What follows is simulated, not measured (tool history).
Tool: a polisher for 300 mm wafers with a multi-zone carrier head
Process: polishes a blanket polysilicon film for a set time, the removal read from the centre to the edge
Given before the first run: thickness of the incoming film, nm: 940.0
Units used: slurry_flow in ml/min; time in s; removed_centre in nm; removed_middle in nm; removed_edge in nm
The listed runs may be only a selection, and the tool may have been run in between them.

run  hour  slurry_flow  centre_zone  middle_zone  edge_zone  time  removed_centre  removed_middle  removed_edge
  1     0          310            1            1          1    52          369.33          360.25        359.31
  2   1.6          310         1.01         0.99       1.03    55          392.68          385.05        399.28
  3     9          310         1.01         0.99       1.03    45          320.05          313.24        319.81
  4    14          310         1.01         0.99       0.98    45          323.99          308.06        315.47
  5  18.7          310         0.94         0.99       0.98    45          304.27          307.57        313.55
  6  23.1          380         0.94         0.99       0.98    45          304.64          321.06        322.03
     27.3  -- slurry nozzle cleaned
  7  27.3          380         0.97         0.97          1    50          363.83          352.63         366.8
  8    31          390         0.99         0.96       1.03    53          391.61          371.87        395.62
  9  37.2          390         0.99         0.96       1.03    53          400.26          372.82        396.19
 10  46.1          395            1         0.96       1.05    55          412.64          389.23        401.82
 11  51.7          385            1         0.95       1.05    58          429.57          401.24        422.35
 12  54.3          390            1         0.94       1.07    60          452.14          423.74        454.62

What does the tool deliver on the next run?
 13  56.9          395         1.01         0.93       1.08    61               ?               ?             ?

For run 13 the tool returned removed_centre 464.79 nm, removed_middle 416.59 nm, removed_edge 457.55 nm.
